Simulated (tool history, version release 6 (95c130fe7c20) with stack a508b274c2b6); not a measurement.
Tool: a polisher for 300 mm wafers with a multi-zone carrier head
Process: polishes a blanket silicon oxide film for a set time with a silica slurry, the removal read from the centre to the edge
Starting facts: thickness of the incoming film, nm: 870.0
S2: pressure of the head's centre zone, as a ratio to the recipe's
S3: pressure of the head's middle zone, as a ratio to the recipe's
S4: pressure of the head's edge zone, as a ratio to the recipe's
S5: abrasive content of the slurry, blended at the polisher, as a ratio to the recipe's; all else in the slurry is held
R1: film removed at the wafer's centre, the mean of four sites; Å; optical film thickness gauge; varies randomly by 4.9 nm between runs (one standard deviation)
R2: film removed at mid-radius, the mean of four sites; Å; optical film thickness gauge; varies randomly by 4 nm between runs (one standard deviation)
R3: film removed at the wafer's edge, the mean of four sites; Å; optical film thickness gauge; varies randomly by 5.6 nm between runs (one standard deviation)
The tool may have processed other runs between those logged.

Run 1, hour 0: flow of slurry (ml/min) 240, S2 1, S3 1, S4 1, S5 1, polishing time (s) 65. Result: R1 3201.8 Å, R2 3364.8 Å, R3 3294.3 Å.
Run 2, hour 8.5: flow of slurry (ml/min) 240, S2 1, S3 1, S4 1.03, S5 1, polishing time (s) 65. Result: R1 3274.9 Å, R2 3396.4 Å, R3 3364.3 Å.
Run 3, hour 15.6: flow of slurry (ml/min) 245, S2 0.98, S3 1.04, S4 1.05, S5 1.05, polishing time (s) 65. Result: R1 3258.4 Å, R2 3531.4 Å, R3 3419.9 Å.
Run 4, hour 20.5: flow of slurry (ml/min) 245, S2 0.98, S3 1.04, S4 1.05, S5 1.15, polishing time (s) 65. Result: R1 3342.6 Å, R2 3622.4 Å, R3 3617.6 Å.
Run 5, hour 22.1: flow of slurry (ml/min) 255, S2 0.97, S3 1.07, S4 1.03, S5 1.2, polishing time (s) 66. Result: R1 3398.9 Å, R2 3841.4 Å, R3 3681 Å.
Run 6, hour 30.4: flow of slurry (ml/min) 255, S2 0.97, S3 1.07, S4 1.03, S5 1.1, polishing time (s) 66. Result: R1 3417.6 Å, R2 3787.1 Å, R3 3518.2 Å.
Run 7, hour 34.8: flow of slurry (ml/min) 260, S2 0.95, S3 1.09, S4 1.03, S5 1.2, polishing time (s) 66. Result: R1 3382.3 Å, R2 3920.3 Å, R3 3609.7 Å.
Run 8, hour 41.3: flow of slurry (ml/min) 265, S2 0.94, S3 1.11, S4 1.04, S5 1.25, polishing time (s) 67. Result: R1 3470.4 Å, R2 4106.9 Å, R3 3791.5 Å.

The next listed run, before its measurement:
Run 9, hour 41.9: flow of slurry (ml/min) 270, S2 0.93, S3 1.13, S4 1.04, S5 1.3, polishing time (s) 68. Result: R1 ?, R2 ?, R3 ?.

For run 9 the tool returned R1 3483.6 Å, R2 4286.7 Å, R3 3779.1 Å.
